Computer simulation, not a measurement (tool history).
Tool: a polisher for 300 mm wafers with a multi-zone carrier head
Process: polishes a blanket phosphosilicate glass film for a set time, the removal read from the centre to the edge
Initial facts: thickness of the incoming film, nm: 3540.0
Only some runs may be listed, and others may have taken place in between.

run,hour,flow of slurry (ml/min),pressure of the head's centre zone,pressure of the head's middle zone,pressure of the head's edge zone,abrasive content of the slurry,polishing time (s),film removed at the wafer's centre (nm),film removed at mid-radius (nm),film removed at the wafer's edge (nm)
1,0,225,1,1,1,1,65,432.61,437.25,446.24
2,1,220,0.98,1.01,0.96,0.85,62,364.75,383.99,376.83
3,3.1,215,0.96,1.01,0.92,0.75,62,324.34,340.75,338.35
4,8.1,210,0.95,1.03,0.89,0.7,62,299.45,322.72,311.67
5,16.5,195,0.94,1.05,0.88,0.7,62,293.26,332.92,309.84
6,24.3,190,0.93,1.05,0.86,0.7,62,286.9,331.31,304.47
7,28.5,185,0.93,1.05,0.85,0.7,62,287.09,325.64,301.6

Estimate the outcome of run 8 from the log above:
8,30.7,185,0.93,1.05,0.84,0.7,62,?,?,?

For run 8 the tool returned film removed at the wafer's centre (nm) 289, film removed at mid-radius (nm) 331.33, film removed at the wafer's edge (nm) 300.67.

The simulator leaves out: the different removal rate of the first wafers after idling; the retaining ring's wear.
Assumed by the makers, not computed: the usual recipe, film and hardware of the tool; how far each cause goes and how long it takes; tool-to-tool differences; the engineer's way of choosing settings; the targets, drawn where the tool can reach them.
